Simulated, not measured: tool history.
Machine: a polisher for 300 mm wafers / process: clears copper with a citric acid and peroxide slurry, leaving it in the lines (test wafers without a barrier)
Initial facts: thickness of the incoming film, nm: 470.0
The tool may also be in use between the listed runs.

run,hour,flow of slurry (ml/min),pressure of the wafer on the pad (kPa),speed of the pad under the wafer (cm/s),abrasive content of the slurry,overpolish time after the end point (s),time until the end point was called (s),dishing of a wide line in a test structure (nm)
1,0.0,260,25.5,136,1.00,8,110.52,27.726
2,2.4,260,24.1,136,1.00,8,116.16,26.085
3,4.3,260,24.1,136,0.85,8,120.71,25.013
4,6.3,260,24.1,150,0.85,8,111.28,26.795
5,11.6,235,24.1,150,0.85,8,113.37,27.384
6,14.4,235,22.8,150,0.85,8,118.45,23.996
7,20.9,235,22.1,150,0.85,8,121.65,25.064
8,29.3,235,16.5,146,0.85,6,171.41,14.877
9,34.4,235,17.2,146,0.85,6,156.54,14.529

For run 10, what comes out?
10,43.4,235,17.2,146,0.85,6,?,?

For run 10 the tool returned time until the end point was called (s) 155.75, dishing of a wide line in a test structure (nm) 14.901.
